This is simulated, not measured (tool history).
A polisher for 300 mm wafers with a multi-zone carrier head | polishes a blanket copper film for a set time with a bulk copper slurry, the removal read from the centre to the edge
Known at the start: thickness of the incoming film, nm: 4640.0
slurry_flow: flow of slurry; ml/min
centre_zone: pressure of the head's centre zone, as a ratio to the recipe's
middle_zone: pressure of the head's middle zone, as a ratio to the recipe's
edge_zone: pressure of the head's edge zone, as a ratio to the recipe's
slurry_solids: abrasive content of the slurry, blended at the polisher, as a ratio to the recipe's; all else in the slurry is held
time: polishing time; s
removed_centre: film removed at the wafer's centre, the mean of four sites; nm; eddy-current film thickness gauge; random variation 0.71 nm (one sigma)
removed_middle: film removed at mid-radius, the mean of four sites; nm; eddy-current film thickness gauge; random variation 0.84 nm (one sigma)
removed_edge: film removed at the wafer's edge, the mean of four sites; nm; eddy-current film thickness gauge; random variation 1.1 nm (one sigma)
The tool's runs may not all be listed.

Run 1, day 0: slurry_flow 165 ml/min, centre_zone 1, middle_zone 1, edge_zone 1, slurry_solids 1, time 33 s. Result: removed_centre 220.1 nm, removed_middle 217.12 nm, removed_edge 215.93 nm.
Run 2, day 0.1: slurry_flow 205 ml/min, centre_zone 1, middle_zone 1, edge_zone 1, slurry_solids 1, time 33 s. Result: removed_centre 224.17 nm, removed_middle 226.79 nm, removed_edge 223.86 nm.
Run 3, day 0.25: slurry_flow 205 ml/min, centre_zone 0.98, middle_zone 1, edge_zone 0.99, slurry_solids 0.95, time 32 s. Result: removed_centre 210.29 nm, removed_middle 215.54 nm, removed_edge 212.56 nm.
Run 4, day 0.35: slurry_flow 205 ml/min, centre_zone 0.91, middle_zone 1, edge_zone 0.99, slurry_solids 0.95, time 32 s. Result: removed_centre 194.42 nm, removed_middle 216.58 nm, removed_edge 212.54 nm.
Run 5, day 0.596: slurry_flow 200 ml/min, centre_zone 0.9, middle_zone 1, edge_zone 0.98, slurry_solids 0.9, time 31 s. Result: removed_centre 182.5 nm, removed_middle 205.49 nm, removed_edge 203.39 nm.
Run 6, day 0.675: slurry_flow 200 ml/min, centre_zone 0.9, middle_zone 1, edge_zone 1.05, slurry_solids 0.9, time 31 s. Result: removed_centre 183.83 nm, removed_middle 206.24 nm, removed_edge 205.65 nm.
Run 7, day 0.708: slurry_flow 195 ml/min, centre_zone 0.89, middle_zone 1.01, edge_zone 1.03, slurry_solids 0.85, time 30 s. Result: removed_centre 171.88 nm, removed_middle 198.92 nm, removed_edge 197.4 nm.
Run 8, day 0.733: slurry_flow 190 ml/min, centre_zone 0.89, middle_zone 1.01, edge_zone 1.01, slurry_solids 0.8, time 29 s. Result: removed_centre 162.94 nm, removed_middle 188.81 nm, removed_edge 185.02 nm.
Run 9, day 0.854: slurry_flow 140 ml/min, centre_zone 0.81, middle_zone 0.97, edge_zone 0.91, slurry_solids 0.55, time 25 s. Result: removed_centre 108.45 nm, removed_middle 132.24 nm, removed_edge 129 nm.
Run 10, day 0.921: slurry_flow 145 ml/min, centre_zone 0.81, middle_zone 0.97, edge_zone 0.91, slurry_solids 0.55, time 25 s. Result: removed_centre 109.27 nm, removed_middle 131.79 nm, removed_edge 132.94 nm.
Run 11, day 1.112: slurry_flow 145 ml/min, centre_zone 0.81, middle_zone 0.98, edge_zone 0.9, slurry_solids 0.55, time 25 s. Result: removed_centre 108.75 nm, removed_middle 134.91 nm, removed_edge 131.26 nm.

The next listed run, before its measurement:
Run 12, day 1.217: slurry_flow 145 ml/min, centre_zone 0.81, middle_zone 0.98, edge_zone 0.89, slurry_solids 0.55, time 25 s. Result: removed_centre ?, removed_middle ?, removed_edge ?.

{"run 12": {"removed_centre": 109.07, "removed_middle": 135.39, "removed_edge": 130.43}}
